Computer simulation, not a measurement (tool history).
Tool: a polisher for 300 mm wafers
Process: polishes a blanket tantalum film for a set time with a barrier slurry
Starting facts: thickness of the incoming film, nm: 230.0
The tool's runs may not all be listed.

run,hour,flow of slurry (ml/min),pressure of the wafer on the pad (kPa),speed of the pad under the wafer (m/s),abrasive content of the slurry,polishing time (s),film removed (nm)
1,0,220,15.2,0.76,1,46,51.308
2,6.1,220,14.5,0.76,1,46,50.808
3,7.8,220,14.5,0.76,1.2,46,51.91
4,11.1,220,13.8,0.76,1.2,46,50.821
5,13.8,220,13.8,0.66,1.2,46,43.69
6,18.2,220,13.1,0.66,1.2,46,43.929
7,19.4,220,12.4,0.66,1.2,46,43.023
8,21.3,220,11.7,0.64,1.2,46,39.696
9,27.5,220,11,0.64,1.2,46,39.019

Expected results for the next run?
10,29.2,220,10.3,0.64,1.2,46,?

Run 10 came out at film removed (nm) 38.259.

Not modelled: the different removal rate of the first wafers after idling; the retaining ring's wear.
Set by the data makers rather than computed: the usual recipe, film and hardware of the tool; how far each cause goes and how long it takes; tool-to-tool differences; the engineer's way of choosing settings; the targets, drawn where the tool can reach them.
